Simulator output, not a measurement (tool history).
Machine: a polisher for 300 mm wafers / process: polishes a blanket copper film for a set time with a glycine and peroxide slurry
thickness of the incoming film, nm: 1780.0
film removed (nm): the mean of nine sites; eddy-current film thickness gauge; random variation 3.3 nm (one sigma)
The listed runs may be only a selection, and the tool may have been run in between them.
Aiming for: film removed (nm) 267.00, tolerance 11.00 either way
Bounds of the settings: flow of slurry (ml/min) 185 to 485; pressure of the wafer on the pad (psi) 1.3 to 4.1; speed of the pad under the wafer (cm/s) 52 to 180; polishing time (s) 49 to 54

run	hour	flow of slurry (ml/min)	pressure of the wafer on the pad (psi)	speed of the pad under the wafer (cm/s)	polishing time (s)	film removed (nm)
1	0.0	310	2.7	116	54	367.20
2	8.2	310	2.7	116	54	358.85
3	10.6	355	2.7	116	54	360.73
4	16.7	355	2.5	116	54	350.08
5	19.7	355	2.3	114	54	308.13
6	25.0	355	2.8	114	54	368.57
7	29.3	355	2.1	110	54	296.77
8	30.7	355	2.0	110	54	278.73

Which of these 5 next moves meets every target?
A	32.1	315	1.9	148	49	?
B	32.1	365	2.1	114	54	?
C	32.1	340	2.0	106	53	?
D	32.1	380	2.1	102	49	?
E	32.1	260	1.6	158	54	?

move	film removed (nm)
A	291.94
B	293.86
C	264.59
D	249.10
E	292.52
A: moves away from the targets compared with the last run
B: moves away from the targets compared with the last run
C: hits every target within its allowed miss
D: the result that was furthest off in the last run now lies on the other side of its target
E: moves away from the targets compared with the last run
So the answer is move C, the one that meets all the targets.
